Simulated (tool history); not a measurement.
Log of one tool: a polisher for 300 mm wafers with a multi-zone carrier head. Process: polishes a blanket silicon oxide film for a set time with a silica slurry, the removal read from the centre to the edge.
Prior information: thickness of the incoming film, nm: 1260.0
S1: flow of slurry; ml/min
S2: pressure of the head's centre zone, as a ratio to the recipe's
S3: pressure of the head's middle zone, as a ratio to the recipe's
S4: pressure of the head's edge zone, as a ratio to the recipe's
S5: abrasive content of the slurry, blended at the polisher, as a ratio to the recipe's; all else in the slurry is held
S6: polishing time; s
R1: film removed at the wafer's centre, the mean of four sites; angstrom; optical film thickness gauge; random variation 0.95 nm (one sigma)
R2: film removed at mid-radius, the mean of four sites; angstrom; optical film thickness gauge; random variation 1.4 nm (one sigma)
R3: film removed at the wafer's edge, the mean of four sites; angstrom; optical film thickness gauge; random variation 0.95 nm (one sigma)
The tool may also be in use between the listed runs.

run  hour   S1    S2    S3    S4    S5  S6       R1       R2       R3
  1   0.0  185  1.00  1.00  1.00  1.00  73  2129.10  2149.00  2134.60
  2   3.2  180  0.99  0.98  0.98  0.90  67  1821.40  1808.40  1791.30
  3   9.1  170  0.97  0.95  0.96  0.80  64  1515.40  1530.20  1507.70
  4  10.1  170  0.97  0.95  0.96  0.90  64  1674.60  1669.90  1697.50
  5  16.5  165  0.96  0.93  0.95  0.80  62  1460.50  1476.00  1462.00
  6  17.6  165  0.96  0.93  1.03  0.80  62  1424.20  1431.00  1527.00
  7  19.3  160  0.96  0.91  1.01  0.75  61  1335.50  1314.30  1391.60
  8  20.9  155  0.96  0.89  0.99  0.70  61  1244.20  1228.40  1265.30
  9  29.4  150  0.96  0.87  0.99  0.70  61  1226.40  1171.90  1278.90
 10  37.9  145  0.96  0.86  0.97  0.65  61  1115.20  1041.60  1162.20
 11  41.9  140  0.96  0.86  0.94  0.65  61  1127.10  1043.20  1140.10
 12  47.1  135  0.95  0.86  0.92  0.65  61  1086.60  1045.30  1124.60
 13  49.9  135  0.95  0.86  0.92  0.65  61  1097.60  1043.90  1107.60
 14  56.5  130  0.95  0.86  0.91  0.65  61  1084.00  1052.60  1096.40
 15  65.3  125  0.95  0.85  0.90  0.65  61  1081.50  1017.20  1094.00
 16  73.6  125  0.95  0.85  0.88  0.65  61  1073.50  1052.40  1105.30
 17  75.6  125  0.96  0.85  0.87  0.65  61  1094.80  1020.40  1103.30
 18  77.1  125  0.95  0.88  0.82  0.50  61   721.18   701.25   694.34

Expected results for the next run?
 19  77.9  140  0.95  0.89  0.87  0.50  61   ?   ?   ?

Run 19 yielded R1 735.36 angstrom, R2 704.06 angstrom, R3 728.41 angstrom.
